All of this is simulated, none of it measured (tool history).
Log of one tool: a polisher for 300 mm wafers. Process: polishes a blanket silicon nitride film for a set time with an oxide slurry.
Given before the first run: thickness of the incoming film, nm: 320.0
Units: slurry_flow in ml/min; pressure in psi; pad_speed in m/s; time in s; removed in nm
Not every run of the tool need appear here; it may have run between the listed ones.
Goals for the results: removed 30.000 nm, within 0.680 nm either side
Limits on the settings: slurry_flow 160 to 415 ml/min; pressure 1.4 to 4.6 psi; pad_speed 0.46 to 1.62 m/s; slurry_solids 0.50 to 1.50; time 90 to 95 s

run,hour,slurry_flow,pressure,pad_speed,slurry_solids,time,removed
1,0.0,265,3.0,1.04,1.00,90,36.752
2,8.4,260,2.8,1.04,1.00,90,33.589
3,13.3,250,2.7,1.04,1.00,90,32.498
4,16.5,245,2.6,1.04,1.00,90,31.510
5,21.4,275,2.6,1.04,1.00,90,31.711
6,29.0,270,2.6,1.04,1.00,90,31.762
# hour 34.2: head pressure recalibrated
7,34.2,260,2.6,1.04,1.00,90,35.782
8,42.6,260,2.6,0.98,1.00,90,33.745
9,45.2,260,2.5,0.98,1.00,90,32.660
10,51.7,260,2.4,0.98,1.00,90,31.091

Below are 4 possible settings for the next run. Only one of them brings all results inside the allowed miss of their targets. Which is it?
A,58.2,285,2.8,0.80,0.95,95,?
B,58.2,315,2.2,1.02,0.90,90,?
C,58.2,250,2.4,0.96,0.95,94,?
D,58.2,265,1.7,1.34,1.10,90,?

move,removed
A,32.444
B,29.127
C,31.604
D,30.445
A: lands further from the targets than the last run did
B: takes the result that was furthest off past its target
C: lands further from the targets than the last run did
D: every result within its allowed miss
The move that meets every target is D.

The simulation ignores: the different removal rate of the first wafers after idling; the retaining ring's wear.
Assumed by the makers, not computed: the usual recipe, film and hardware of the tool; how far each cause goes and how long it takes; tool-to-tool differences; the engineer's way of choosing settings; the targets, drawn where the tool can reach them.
